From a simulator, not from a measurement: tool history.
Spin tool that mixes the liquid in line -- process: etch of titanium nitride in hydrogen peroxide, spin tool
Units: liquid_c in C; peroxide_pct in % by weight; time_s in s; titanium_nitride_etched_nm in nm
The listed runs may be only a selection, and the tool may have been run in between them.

{"run": 1, "hour": 0.0, "liquid_c": 51.0, "peroxide_pct": 18.5, "time_s": 30, "titanium_nitride_etched_nm": 2.8918}
{"run": 2, "hour": 8.5, "liquid_c": 54.0, "peroxide_pct": 18.5, "time_s": 30, "titanium_nitride_etched_nm": 3.5903}
{"run": 3, "hour": 9.7, "liquid_c": 56.0, "peroxide_pct": 18.5, "time_s": 30, "titanium_nitride_etched_nm": 4.1431}
{"run": 4, "hour": 11.2, "liquid_c": 56.0, "peroxide_pct": 15.5, "time_s": 30, "titanium_nitride_etched_nm": 3.9821}
{"run": 5, "hour": 14.3, "liquid_c": 53.0, "peroxide_pct": 15.5, "time_s": 30, "titanium_nitride_etched_nm": 3.2393}
{"run": 6, "hour": 17.2, "liquid_c": 53.0, "peroxide_pct": 13.0, "time_s": 30, "titanium_nitride_etched_nm": 3.0652}
{"run": 7, "hour": 23.4, "liquid_c": 55.5, "peroxide_pct": 13.0, "time_s": 30, "titanium_nitride_etched_nm": 3.6956}
{"run": 8, "hour": 24.6, "liquid_c": 55.5, "peroxide_pct": 13.0, "time_s": 30, "titanium_nitride_etched_nm": 3.6896}
{"run": 9, "hour": 33.5, "liquid_c": 57.5, "peroxide_pct": 13.0, "time_s": 30, "titanium_nitride_etched_nm": 4.2215}

What does the tool deliver on the next run?
{"run": 10, "hour": 39.9, "liquid_c": 59.0, "peroxide_pct": 13.0, "time_s": 30, "titanium_nitride_etched_nm": "?"}

{"run 10": {"titanium_nitride_etched_nm": 4.7078}}

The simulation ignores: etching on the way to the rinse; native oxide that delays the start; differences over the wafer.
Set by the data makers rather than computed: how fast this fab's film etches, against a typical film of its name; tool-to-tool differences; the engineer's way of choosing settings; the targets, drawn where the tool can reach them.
